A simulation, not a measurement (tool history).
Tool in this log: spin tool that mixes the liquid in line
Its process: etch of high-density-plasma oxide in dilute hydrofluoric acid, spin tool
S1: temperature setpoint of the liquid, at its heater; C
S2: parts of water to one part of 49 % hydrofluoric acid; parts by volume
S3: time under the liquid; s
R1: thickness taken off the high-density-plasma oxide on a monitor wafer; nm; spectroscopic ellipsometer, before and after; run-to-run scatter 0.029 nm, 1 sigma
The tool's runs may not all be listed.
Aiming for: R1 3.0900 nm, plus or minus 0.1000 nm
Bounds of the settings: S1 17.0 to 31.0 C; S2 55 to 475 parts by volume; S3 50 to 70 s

run	hour	S1	S2	S3	R1
1	0.0	23.0	265	70	1.0722
2	2.5	23.0	210	70	1.3907
3	6.6	24.0	190	70	1.6367
4	8.0	27.0	190	70	1.8365
5	15.8	27.5	175	70	2.0734
6	19.8	29.0	175	70	2.1751
7	22.0	29.5	165	70	2.3862
8	29.9	29.5	160	70	2.4769
9	33.5	29.5	155	70	2.5700
10	37.4	29.5	150	70	2.6601

Which one of the following 4 next-run settings gets every result inside its allowed miss? There is exactly one.
A	41.3	31.0	150	70	?
B	41.3	31.0	140	70	?
C	41.3	29.0	120	70	?
D	41.3	30.0	175	70	?

move	R1
A	2.8674
B	3.1140
C	3.4692
D	2.2963
A: nearer the targets than the last run, but a result is still out of spec
B: in spec on every target
C: takes the result that was furthest off past its target
D: the biggest miss grows against the last run
The move that meets every target is B.

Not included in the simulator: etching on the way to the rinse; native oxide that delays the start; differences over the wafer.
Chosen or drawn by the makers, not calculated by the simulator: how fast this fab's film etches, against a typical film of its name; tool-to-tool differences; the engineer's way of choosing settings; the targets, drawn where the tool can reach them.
